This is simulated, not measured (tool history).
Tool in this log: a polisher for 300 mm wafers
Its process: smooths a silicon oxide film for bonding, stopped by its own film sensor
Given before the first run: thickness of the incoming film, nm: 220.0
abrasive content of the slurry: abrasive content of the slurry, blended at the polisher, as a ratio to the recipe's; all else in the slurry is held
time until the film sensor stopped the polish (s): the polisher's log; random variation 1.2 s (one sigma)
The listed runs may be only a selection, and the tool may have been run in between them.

run	hour	flow of slurry (ml/min)	pressure of the wafer on the pad (psi)	speed of the pad under the wafer (m/s)	abrasive content of the slurry	target thickness at which the film sensor stops the polish (Å)	time until the film sensor stopped the polish (s)
1	0.0	135	2.6	0.90	1.00	1810	37.802
2	2.4	135	2.4	0.88	1.00	1810	45.020
3	6.4	135	2.4	0.88	0.85	1810	47.143
4	8.3	135	2.4	0.88	0.85	1790	48.776
5	16.6	135	2.4	0.88	1.05	1790	43.781
6	23.6	135	2.4	0.88	1.15	1790	40.987
7	26.0	135	2.4	0.88	1.15	1790	42.419
8	29.3	135	2.3	0.88	1.15	1790	43.128
9	36.1	135	2.2	0.88	1.15	1790	46.384
10	43.4	135	2.1	0.88	1.15	1790	47.465
11	50.6	135	2.0	0.88	1.15	1790	49.926
12	52.3	135	1.9	0.88	1.15	1790	52.629

What will run 13 give?
13	61.0	135	1.3	0.84	1.15	1790	?

{"run 13": {"time until the film sensor stopped the polish (s)": 77.052}}
